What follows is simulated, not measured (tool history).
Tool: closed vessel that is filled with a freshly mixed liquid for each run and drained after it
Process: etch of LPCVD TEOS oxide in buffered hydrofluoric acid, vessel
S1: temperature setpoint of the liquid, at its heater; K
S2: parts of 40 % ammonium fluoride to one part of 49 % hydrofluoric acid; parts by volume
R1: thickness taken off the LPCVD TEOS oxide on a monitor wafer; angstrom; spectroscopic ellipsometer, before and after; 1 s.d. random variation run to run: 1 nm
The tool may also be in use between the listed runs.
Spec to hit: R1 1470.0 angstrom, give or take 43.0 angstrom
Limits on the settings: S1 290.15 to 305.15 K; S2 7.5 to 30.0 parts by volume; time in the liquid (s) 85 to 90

Run 1, hour 0.0: S1 297.15 K, S2 20.5 parts by volume, time in the liquid (s) 85. Result: R1 2230.7 angstrom.
Run 2, hour 5.8: S1 297.15 K, S2 20.5 parts by volume, time in the liquid (s) 90. Result: R1 2385.4 angstrom.
Run 3, hour 8.5: S1 297.15 K, S2 15.0 parts by volume, time in the liquid (s) 90. Result: R1 3230.1 angstrom.
Run 4, hour 16.9: S1 295.15 K, S2 17.5 parts by volume, time in the liquid (s) 90. Result: R1 2498.6 angstrom.
Run 5, hour 20.8: S1 293.65 K, S2 19.0 parts by volume, time in the liquid (s) 90. Result: R1 2089.9 angstrom.
Run 6, hour 22.0: S1 293.65 K, S2 23.0 parts by volume, time in the liquid (s) 90. Result: R1 1812.9 angstrom.
Run 7, hour 22.9: S1 292.65 K, S2 23.0 parts by volume, time in the liquid (s) 90. Result: R1 1701.9 angstrom.
Run 8, hour 25.4: S1 292.65 K, S2 23.0 parts by volume, time in the liquid (s) 90. Result: R1 1722.9 angstrom.
Run 9, hour 30.7: S1 292.15 K, S2 23.0 parts by volume, time in the liquid (s) 90. Result: R1 1669.5 angstrom.
Run 10, hour 32.9: S1 291.65 K, S2 23.0 parts by volume, time in the liquid (s) 90. Result: R1 1633.9 angstrom.

Consider the 4 candidate settings below. Which is the only one whose results all fall within their allowed miss of target?
Run A, hour 35.1: S1 291.15 K, S2 23.5 parts by volume, time in the liquid (s) 90. Result: R1 ?.
Run B, hour 35.1: S1 290.65 K, S2 17.0 parts by volume, time in the liquid (s) 85. Result: R1 ?.
Run C, hour 35.1: S1 291.15 K, S2 21.5 parts by volume, time in the liquid (s) 85. Result: R1 ?.
Run D, hour 35.1: S1 290.15 K, S2 23.0 parts by volume, time in the liquid (s) 90. Result: R1 ?.

move      R1
   A  1576.3
   B  1899.3
   C  1583.2
   D  1511.1
A: closer than the last run, but not yet in spec
B: further off than the last run
C: closer than the last run, but not yet in spec
D: every result lands within tolerance
Go with D: it meets all targets.

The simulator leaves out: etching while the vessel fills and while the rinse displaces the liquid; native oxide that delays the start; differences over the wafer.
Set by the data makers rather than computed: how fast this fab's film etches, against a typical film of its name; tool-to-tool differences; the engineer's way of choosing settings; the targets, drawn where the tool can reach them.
